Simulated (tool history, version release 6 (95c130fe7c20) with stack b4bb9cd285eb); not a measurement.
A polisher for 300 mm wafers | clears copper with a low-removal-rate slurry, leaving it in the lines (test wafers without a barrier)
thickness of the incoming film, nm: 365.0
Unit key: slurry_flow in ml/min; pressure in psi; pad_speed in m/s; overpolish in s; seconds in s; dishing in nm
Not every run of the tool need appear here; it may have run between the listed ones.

run 1 hour=0.0 | slurry_flow=155 pressure=2.2 pad_speed=1.22 slurry_solids=1.0 overpolish=21 | seconds=118.260 dishing=37.638
run 2 hour=1.7 | slurry_flow=155 pressure=2.3 pad_speed=1.22 slurry_solids=1.0 overpolish=22 | seconds=112.300 dishing=40.637
run 3 hour=7.2 | slurry_flow=155 pressure=2.4 pad_speed=1.22 slurry_solids=1.0 overpolish=23 | seconds=109.170 dishing=42.465
run 4 hour=11.9 | slurry_flow=190 pressure=2.4 pad_speed=1.22 slurry_solids=1.0 overpolish=23 | seconds=107.550 dishing=44.371
run 5 hour=17.4 | slurry_flow=190 pressure=2.4 pad_speed=0.96 slurry_solids=1.0 overpolish=23 | seconds=134.840 dishing=37.380
run 6 hour=19.0 | slurry_flow=190 pressure=2.5 pad_speed=0.96 slurry_solids=1.0 overpolish=23 | seconds=130.260 dishing=38.311
run 7 hour=22.4 | slurry_flow=190 pressure=2.6 pad_speed=0.96 slurry_solids=1.0 overpolish=23 | seconds=125.330 dishing=39.666

Run 8, settings as shown, results not yet in. Your forecast:
run 8 hour=24.8 | slurry_flow=200 pressure=3.2 pad_speed=0.96 slurry_solids=1.0 overpolish=26 | seconds=? dishing=?

{"run 8": {"seconds": 99.772, "dishing": 51.266}}
